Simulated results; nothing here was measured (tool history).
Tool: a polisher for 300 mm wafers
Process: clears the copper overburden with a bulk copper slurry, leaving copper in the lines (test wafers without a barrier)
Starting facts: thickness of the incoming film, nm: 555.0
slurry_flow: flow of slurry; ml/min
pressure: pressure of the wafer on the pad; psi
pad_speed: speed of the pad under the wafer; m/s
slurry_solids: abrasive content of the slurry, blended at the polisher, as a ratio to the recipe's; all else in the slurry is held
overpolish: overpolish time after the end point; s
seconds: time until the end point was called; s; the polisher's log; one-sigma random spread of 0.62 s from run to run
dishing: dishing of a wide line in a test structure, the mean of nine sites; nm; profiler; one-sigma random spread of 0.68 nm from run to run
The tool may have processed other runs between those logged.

run 1 hour=0 | slurry_flow=225 pressure=1.9 pad_speed=1.28 slurry_solids=1 overpolish=20 | seconds=76.334 dishing=64.781
run 2 hour=9 | slurry_flow=225 pressure=1.9 pad_speed=1.28 slurry_solids=1 overpolish=19 | seconds=75.918 dishing=62.016
run 3 hour=17.9 | slurry_flow=225 pressure=1.9 pad_speed=1.28 slurry_solids=0.9 overpolish=19 | seconds=78.04 dishing=60.777
run 4 hour=22.1 | slurry_flow=225 pressure=1.9 pad_speed=1.28 slurry_solids=0.9 overpolish=18 | seconds=79.276 dishing=59.204
run 5 hour=29.8 | slurry_flow=230 pressure=1.9 pad_speed=1.28 slurry_solids=0.9 overpolish=17 | seconds=77.71 dishing=56.558
run 6 hour=32.5 | slurry_flow=230 pressure=1.9 pad_speed=1.54 slurry_solids=0.9 overpolish=17 | seconds=64.561 dishing=64.256
run 7 hour=40.4 | slurry_flow=220 pressure=1.5 pad_speed=1.54 slurry_solids=0.9 overpolish=14 | seconds=80.39 dishing=48.55

Expected results for the next run?
run 8 hour=48.2 | slurry_flow=225 pressure=1.5 pad_speed=1.54 slurry_solids=0.9 overpolish=14 | seconds=? dishing=?

{"run 8": {"seconds": 79.735, "dishing": 47.547}}
